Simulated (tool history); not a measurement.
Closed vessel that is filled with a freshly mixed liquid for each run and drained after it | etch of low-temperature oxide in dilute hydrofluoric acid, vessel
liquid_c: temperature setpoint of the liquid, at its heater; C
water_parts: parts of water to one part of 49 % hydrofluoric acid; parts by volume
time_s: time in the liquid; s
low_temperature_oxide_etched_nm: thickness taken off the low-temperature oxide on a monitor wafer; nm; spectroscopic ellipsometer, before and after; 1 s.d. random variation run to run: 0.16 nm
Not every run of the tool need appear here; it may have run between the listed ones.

run,hour,liquid_c,water_parts,time_s,low_temperature_oxide_etched_nm
1,0,24,100,260,53.93
2,1.1,22.5,105,260,48.408
3,7,22.5,105,285,52.789
4,8.8,21.5,110,285,48.484
5,17.2,20.5,115,285,44.554
6,21.7,20.5,100,285,51.059

Estimate the outcome of run 7 from the log above:
7,24.7,20,110,285,?

{"run 7": {"low_temperature_oxide_etched_nm": 45.721}}

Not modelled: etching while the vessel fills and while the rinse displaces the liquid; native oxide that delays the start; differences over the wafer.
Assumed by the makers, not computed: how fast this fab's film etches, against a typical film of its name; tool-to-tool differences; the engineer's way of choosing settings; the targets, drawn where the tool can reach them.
